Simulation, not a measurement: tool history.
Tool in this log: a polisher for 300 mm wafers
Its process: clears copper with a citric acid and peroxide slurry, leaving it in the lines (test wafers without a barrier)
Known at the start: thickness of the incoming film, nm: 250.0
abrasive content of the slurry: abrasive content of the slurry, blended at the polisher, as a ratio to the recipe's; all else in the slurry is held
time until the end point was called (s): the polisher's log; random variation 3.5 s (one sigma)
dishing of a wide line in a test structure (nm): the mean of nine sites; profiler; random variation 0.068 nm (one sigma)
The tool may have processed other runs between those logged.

| run | hour | flow of slurry (ml/min) | pressure of the wafer on the pad (psi) | speed of the pad under the wafer (m/s) | abrasive content of the slurry | overpolish time after the end point (s) | time until the end point was called (s) | dishing of a wide line in a test structure (nm) |
|---|---|---|---|---|---|---|---|---|
| 1 | 0.0 | 175 | 2.4 | 1.06 | 1.00 | 9 | 151.99 | 9.7564 |
| 2 | 5.9 | 175 | 1.8 | 1.06 | 1.00 | 9 | 187.17 | 8.0268 |
| 3 | 12.6 | 175 | 1.7 | 1.00 | 1.00 | 9 | 207.58 | 7.2920 |
| 4 | 20.5 | 205 | 1.7 | 1.00 | 1.00 | 9 | 201.80 | 7.4123 |
| 5 | 21.5 | 225 | 1.7 | 1.00 | 1.00 | 9 | 196.67 | 7.7741 |
| 6 | 29.6 | 225 | 1.7 | 1.00 | 1.15 | 9 | 194.44 | 7.7716 |
| 7 | 33.3 | 220 | 1.6 | 0.94 | 1.15 | 9 | 215.26 | 7.0224 |

What does the tool deliver on the next run?
| 8 | 39.3 | 215 | 1.5 | 0.90 | 1.15 | 9 | ? | ? |

{"run 8": {"time until the end point was called (s)": 233.31, "dishing of a wide line in a test structure (nm)": 6.6324}}

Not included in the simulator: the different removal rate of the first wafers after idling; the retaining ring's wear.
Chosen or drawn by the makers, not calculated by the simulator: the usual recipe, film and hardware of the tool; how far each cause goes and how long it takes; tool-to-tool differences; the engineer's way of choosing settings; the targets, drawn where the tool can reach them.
